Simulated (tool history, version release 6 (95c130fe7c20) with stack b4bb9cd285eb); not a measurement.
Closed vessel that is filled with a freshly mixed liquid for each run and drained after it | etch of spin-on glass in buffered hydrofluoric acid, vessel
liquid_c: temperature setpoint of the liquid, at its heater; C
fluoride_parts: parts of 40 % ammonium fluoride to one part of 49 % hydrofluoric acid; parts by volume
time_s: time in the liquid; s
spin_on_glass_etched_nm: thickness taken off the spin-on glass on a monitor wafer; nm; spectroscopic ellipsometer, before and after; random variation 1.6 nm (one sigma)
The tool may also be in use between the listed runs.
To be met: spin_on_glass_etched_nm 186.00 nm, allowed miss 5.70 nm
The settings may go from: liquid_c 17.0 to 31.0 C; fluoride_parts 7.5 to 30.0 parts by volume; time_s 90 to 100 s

run  hour  liquid_c  fluoride_parts  time_s  spin_on_glass_etched_nm
  1   0.0      23.0            20.5      90                   116.43
  2   7.4      23.0            20.5      90                   117.28
  3  12.9      25.5            20.5      90                   135.25
  4  19.1      25.5            20.5     100                   152.02
  5  20.3      25.5            20.5     100                   149.41
  6  27.7      22.0            20.5     100                   125.02
  7  31.2      22.5            20.5     100                   128.04
  8  36.0      23.0            20.5     100                   131.43
  9  37.5      23.5            20.5     100                   136.39

4 next moves are on the table. One of them brings every result within its allowed miss. Which?
  A  39.0      23.5            16.0     100                        ?
  B  39.0      24.0            15.0     100                        ?
  C  39.0      26.5            16.0     100                        ?
  D  39.0      22.0            22.5      90                        ?

move  spin_on_glass_etched_nm
   A                   171.76
   B                   188.09
   C                   202.15
   D                   105.31
A: nearer than the last run, and not there yet
B: meets every target
C: takes the result that was furthest off past its target
D: further off than the last run
Answer: B
